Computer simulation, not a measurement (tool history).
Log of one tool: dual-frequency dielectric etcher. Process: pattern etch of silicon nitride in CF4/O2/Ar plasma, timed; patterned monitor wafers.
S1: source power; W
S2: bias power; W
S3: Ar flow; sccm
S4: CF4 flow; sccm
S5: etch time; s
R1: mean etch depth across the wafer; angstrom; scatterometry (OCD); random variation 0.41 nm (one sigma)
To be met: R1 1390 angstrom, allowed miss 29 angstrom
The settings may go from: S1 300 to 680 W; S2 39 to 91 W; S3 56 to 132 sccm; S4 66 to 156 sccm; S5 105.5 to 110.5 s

{"run": 1, "hour": 0.0, "S1": 490, "S2": 65, "S3": 94, "S4": 111, "S5": 105.5, "R1": 2017.5}
{"run": 2, "hour": 7.1, "S1": 490, "S2": 65, "S3": 78, "S4": 111, "S5": 105.5, "R1": 2055.7}
{"run": 3, "hour": 13.2, "S1": 430, "S2": 62, "S3": 79, "S4": 110, "S5": 105.5, "R1": 1749.4}
{"run": 4, "hour": 17.8, "S1": 400, "S2": 62, "S3": 79, "S4": 110, "S5": 105.5, "R1": 1633.5}
{"run": 5, "hour": 19.4, "S1": 380, "S2": 62, "S3": 79, "S4": 110, "S5": 105.5, "R1": 1551.2}
{"run": 6, "hour": 23.2, "S1": 380, "S2": 62, "S3": 79, "S4": 110, "S5": 110.5, "R1": 1624.8}
{"run": 7, "hour": 31.6, "S1": 380, "S2": 62, "S3": 79, "S4": 110, "S5": 110.5, "R1": 1613.3}
{"run": 8, "hour": 40.2, "S1": 360, "S2": 62, "S3": 79, "S4": 110, "S5": 110.5, "R1": 1535.1}
{"run": 9, "hour": 44.7, "S1": 350, "S2": 62, "S3": 79, "S4": 110, "S5": 110.5, "R1": 1499.9}
{"run": 10, "hour": 52.5, "S1": 340, "S2": 62, "S3": 79, "S4": 110, "S5": 110.5, "R1": 1454.4}

Which of these 5 next moves meets every target?
{"run": "A", "hour": 60.3, "S1": 420, "S2": 46, "S3": 97, "S4": 105, "S5": 105.5, "R1": "?"}
{"run": "B", "hour": 60.3, "S1": 350, "S2": 66, "S3": 103, "S4": 92, "S5": 110.5, "R1": "?"}
{"run": "C", "hour": 60.3, "S1": 320, "S2": 63, "S3": 83, "S4": 108, "S5": 106, "R1": "?"}
{"run": "D", "hour": 60.3, "S1": 380, "S2": 56, "S3": 109, "S4": 98, "S5": 110.5, "R1": "?"}
{"run": "E", "hour": 60.3, "S1": 320, "S2": 65, "S3": 81, "S4": 101, "S5": 105.5, "R1": "?"}

move=A R1=1398.7
move=B R1=1490.7
move=C R1=1316.7
move=D R1=1467.2
move=E R1=1329
A: meets every target
B: further off than the last run
C: takes the result that was furthest off past its target
D: further off than the last run
E: takes the result that was furthest off past its target
Answer: A
